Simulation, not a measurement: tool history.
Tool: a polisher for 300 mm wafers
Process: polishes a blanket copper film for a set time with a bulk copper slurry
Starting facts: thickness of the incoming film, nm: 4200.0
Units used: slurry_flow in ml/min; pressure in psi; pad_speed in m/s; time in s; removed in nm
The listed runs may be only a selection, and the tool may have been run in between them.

run 1 hour=0.0 | slurry_flow=200 pressure=2.5 pad_speed=1.40 slurry_solids=1.00 time=37 | removed=399.17
run 2 hour=6.7 | slurry_flow=200 pressure=2.8 pad_speed=1.40 slurry_solids=1.00 time=37 | removed=438.08
run 3 hour=7.8 | slurry_flow=220 pressure=2.8 pad_speed=1.40 slurry_solids=1.00 time=37 | removed=443.60
run 4 hour=15.2 | slurry_flow=220 pressure=2.8 pad_speed=1.40 slurry_solids=0.85 time=37 | removed=423.86
run 5 hour=20.4 | slurry_flow=220 pressure=2.2 pad_speed=1.40 slurry_solids=0.85 time=37 | removed=357.97
run 6 hour=29.2 | slurry_flow=220 pressure=1.8 pad_speed=1.26 slurry_solids=0.85 time=37 | removed=277.59
run 7 hour=37.7 | slurry_flow=220 pressure=1.6 pad_speed=1.18 slurry_solids=0.85 time=37 | removed=243.21
run 8 hour=42.6 | slurry_flow=220 pressure=1.4 pad_speed=1.14 slurry_solids=0.85 time=37 | removed=216.24

What will run 9 give?
run 9 hour=47.7 | slurry_flow=215 pressure=1.3 pad_speed=1.12 slurry_solids=0.85 time=37 | removed=?

Logged for run 9: removed 208.46 nm.
